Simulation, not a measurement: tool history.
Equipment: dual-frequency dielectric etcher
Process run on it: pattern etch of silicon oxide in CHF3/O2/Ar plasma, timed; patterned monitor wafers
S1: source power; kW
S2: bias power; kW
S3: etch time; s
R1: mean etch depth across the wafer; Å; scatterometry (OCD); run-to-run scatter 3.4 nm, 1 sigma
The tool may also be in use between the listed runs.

{"run": 1, "hour": 0.0, "S1": 0.54, "S2": 0.186, "S3": 577.0, "R1": 11061.0}
{"run": 2, "hour": 6.4, "S1": 0.54, "S2": 0.186, "S3": 603.5, "R1": 11477.0}
{"run": 3, "hour": 7.1, "S1": 0.52, "S2": 0.179, "S3": 600.5, "R1": 11005.0}
{"run": 4, "hour": 9.4, "S1": 0.52, "S2": 0.179, "S3": 577.0, "R1": 10677.0}
{"run": 5, "hour": 10.7, "S1": 0.5, "S2": 0.175, "S3": 577.0, "R1": 10272.0}
{"run": 6, "hour": 12.1, "S1": 0.5, "S2": 0.203, "S3": 577.0, "R1": 10808.0}
{"run": 7, "hour": 18.5, "S1": 0.48, "S2": 0.2, "S3": 577.0, "R1": 10492.0}
{"run": 8, "hour": 22.5, "S1": 0.46, "S2": 0.198, "S3": 577.0, "R1": 10255.0}
{"run": 9, "hour": 26.1, "S1": 0.45, "S2": 0.196, "S3": 577.0, "R1": 10038.0}
{"run": 10, "hour": 35.0, "S1": 0.44, "S2": 0.195, "S3": 577.0, "R1": 9909.0}

Run 11, settings as shown, results not yet in. Your forecast:
{"run": 11, "hour": 39.3, "S1": 0.43, "S2": 0.194, "S3": 577.0, "R1": "?"}

Run 11 gave R1 9793.4 Å.
